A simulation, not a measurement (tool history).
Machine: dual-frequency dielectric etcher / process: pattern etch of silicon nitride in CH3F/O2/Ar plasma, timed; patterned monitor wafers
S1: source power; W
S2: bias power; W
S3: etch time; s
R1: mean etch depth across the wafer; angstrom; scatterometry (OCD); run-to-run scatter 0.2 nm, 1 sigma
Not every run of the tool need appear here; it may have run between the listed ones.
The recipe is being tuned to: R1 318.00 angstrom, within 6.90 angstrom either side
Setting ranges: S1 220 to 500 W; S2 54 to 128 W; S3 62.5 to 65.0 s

run 1 day=0.000 | S1=360 S2=91 S3=62.5 | R1=444.33
run 2 day=0.304 | S1=360 S2=80 S3=62.5 | R1=423.06
run 3 day=0.562 | S1=320 S2=72 S3=62.5 | R1=381.21
run 4 day=0.867 | S1=320 S2=72 S3=62.5 | R1=382.42
run 5 day=1.192 | S1=290 S2=69 S3=62.5 | R1=351.46
run 6 day=1.362 | S1=280 S2=69 S3=62.5 | R1=340.85
run 7 day=1.425 | S1=270 S2=69 S3=62.5 | R1=334.39
run 8 day=1.742 | S1=270 S2=69 S3=62.5 | R1=337.29
run 9 day=1.883 | S1=220 S2=64 S3=62.5 | R1=264.88
run 10 day=1.975 | S1=230 S2=64 S3=62.5 | R1=284.09
run 11 day=2.325 | S1=240 S2=64 S3=62.5 | R1=297.11
run 12 day=2.662 | S1=250 S2=64 S3=62.5 | R1=303.88

4 next moves are on the table. One of them brings every result within its allowed miss. Which?
run A day=3.000 | S1=240 S2=65 S3=62.5 | R1=?
run B day=3.000 | S1=250 S2=59 S3=64.5 | R1=?
run C day=3.000 | S1=240 S2=63 S3=64.5 | R1=?
run D day=3.000 | S1=260 S2=64 S3=63.0 | R1=?

move=A R1=296.82
move=B R1=305.89
move=C R1=302.78
move=D R1=317.64
A: the biggest miss grows against the last run
B: moves toward the targets from the last run without getting all of them in spec
C: the biggest miss grows against the last run
D: each result inside its tolerance
D meets every target.
